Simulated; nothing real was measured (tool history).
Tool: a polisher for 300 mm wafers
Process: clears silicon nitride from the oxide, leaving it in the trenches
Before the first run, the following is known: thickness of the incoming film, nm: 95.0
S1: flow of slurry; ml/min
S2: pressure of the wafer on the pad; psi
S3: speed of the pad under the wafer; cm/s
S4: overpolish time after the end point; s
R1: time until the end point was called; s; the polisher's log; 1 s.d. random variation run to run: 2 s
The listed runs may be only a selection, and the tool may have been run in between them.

Run 1, day 0.000: S1 305 ml/min, S2 2.7 psi, S3 98 cm/s, S4 8 s. Result: R1 94.073 s.
Run 2, day 0.088: S1 305 ml/min, S2 2.5 psi, S3 94 cm/s, S4 8 s. Result: R1 105.130 s.
Run 3, day 0.138: S1 305 ml/min, S2 1.9 psi, S3 94 cm/s, S4 8 s. Result: R1 133.710 s.
Run 4, day 0.438: S1 305 ml/min, S2 1.9 psi, S3 94 cm/s, S4 8 s. Result: R1 136.640 s.
Run 5, day 0.750: S1 305 ml/min, S2 1.8 psi, S3 92 cm/s, S4 8 s. Result: R1 145.810 s.
Run 6, day 1.058: S1 305 ml/min, S2 1.8 psi, S3 116 cm/s, S4 8 s. Result: R1 125.190 s.
Run 7, day 1.358: S1 300 ml/min, S2 1.7 psi, S3 108 cm/s, S4 8 s. Result: R1 136.480 s.
Run 8, day 1.625: S1 295 ml/min, S2 1.6 psi, S3 102 cm/s, S4 8 s. Result: R1 150.100 s.
Run 9, day 1.904: S1 285 ml/min, S2 1.6 psi, S3 98 cm/s, S4 8 s. Result: R1 157.210 s.
Run 10, day 2.175: S1 275 ml/min, S2 1.6 psi, S3 96 cm/s, S4 8 s. Result: R1 159.480 s.
Run 11, day 2.362: S1 265 ml/min, S2 1.6 psi, S3 94 cm/s, S4 8 s. Result: R1 160.230 s.
Run 12, day 2.538: S1 265 ml/min, S2 1.3 psi, S3 70 cm/s, S4 8 s. Result: R1 236.420 s.
Run 13, day 2.683: S1 270 ml/min, S2 1.3 psi, S3 70 cm/s, S4 8 s. Result: R1 237.910 s.

Run 14 has not been measured yet. What should we expect?
Run 14, day 2.954: S1 275 ml/min, S2 1.3 psi, S3 70 cm/s, S4 8 s. Result: R1 ?.

Run 14 measured R1 236.990 s.
